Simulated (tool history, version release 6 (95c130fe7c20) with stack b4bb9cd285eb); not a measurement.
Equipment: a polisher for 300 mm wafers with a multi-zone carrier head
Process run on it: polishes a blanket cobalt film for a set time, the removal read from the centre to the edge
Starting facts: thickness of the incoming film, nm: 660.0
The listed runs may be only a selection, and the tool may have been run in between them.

run,hour,flow of slurry (ml/min),pressure of the head's centre zone,pressure of the head's middle zone,pressure of the head's edge zone,polishing time (s),film removed at the wafer's centre (nm),film removed at mid-radius (nm),film removed at the wafer's edge (nm)
1,0,290,1,1,1,48,196.55,197.49,198.37
2,3.3,290,1,1,0.96,48,195.19,197.3,196.19
3,11.7,290,1,0.97,0.96,48,199.56,193.66,195.03
4,16.9,290,1,0.94,0.96,48,194.15,188.56,194.67
5,23.7,290,1,0.94,0.96,40,168.38,155.65,160.43
6,28.1,290,1,0.99,0.96,40,167.64,161.26,164.56
7,35.2,250,0.9,0.98,1.06,26,93.932,102.52,110.19
8,37.2,305,0.86,1.03,1.15,31,111.16,130.79,137.29
9,42.1,290,0.86,1.03,1.14,31,111.22,130.4,136.82
10,46.9,280,0.86,1.02,1.13,31,109.44,129.64,134.09
11,52.1,270,0.86,1.01,1.13,31,109.4,126.97,134.57
12,61.1,265,0.85,1,1.12,31,108.12,125.83,134.55
13,65.2,260,0.85,1,1.11,31,106.43,125.89,131.57

What will run 14 give?
14,71,255,0.85,0.99,1.11,31,?,?,?

film removed at the wafer's centre (nm): 108
film removed at mid-radius (nm): 122.69
film removed at the wafer's edge (nm): 136.9
